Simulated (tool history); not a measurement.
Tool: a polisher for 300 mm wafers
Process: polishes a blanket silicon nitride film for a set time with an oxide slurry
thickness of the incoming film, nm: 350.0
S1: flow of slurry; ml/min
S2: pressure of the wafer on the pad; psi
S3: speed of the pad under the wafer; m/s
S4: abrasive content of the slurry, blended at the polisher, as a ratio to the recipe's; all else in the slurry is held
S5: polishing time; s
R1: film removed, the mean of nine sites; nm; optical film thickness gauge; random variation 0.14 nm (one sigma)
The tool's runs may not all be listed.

run 1 day=0.000 | S1=155 S2=4.3 S3=1.06 S4=1.0 S5=30 | R1=19.785
run 2 day=0.258 | S1=150 S2=4.1 S3=1.06 S4=1.0 S5=30 | R1=19.241
run 3 day=0.304 | S1=150 S2=3.9 S3=1.06 S4=1.0 S5=30 | R1=18.236
run 4 day=0.354 | S1=150 S2=3.8 S3=1.06 S4=1.0 S5=30 | R1=17.526
run 5 day=0.675 | S1=150 S2=3.8 S3=1.06 S4=1.0 S5=30 | R1=17.815
run 6 day=0.892 | S1=175 S2=3.8 S3=1.06 S4=1.0 S5=30 | R1=18.272
run 7 day=0.962 | S1=170 S2=3.7 S3=1.06 S4=1.0 S5=30 | R1=17.829

The next listed run, before its measurement:
run 8 day=0.996 | S1=145 S2=3.4 S3=1.06 S4=1.0 S5=30 | R1=?

R1: 16.067 nm
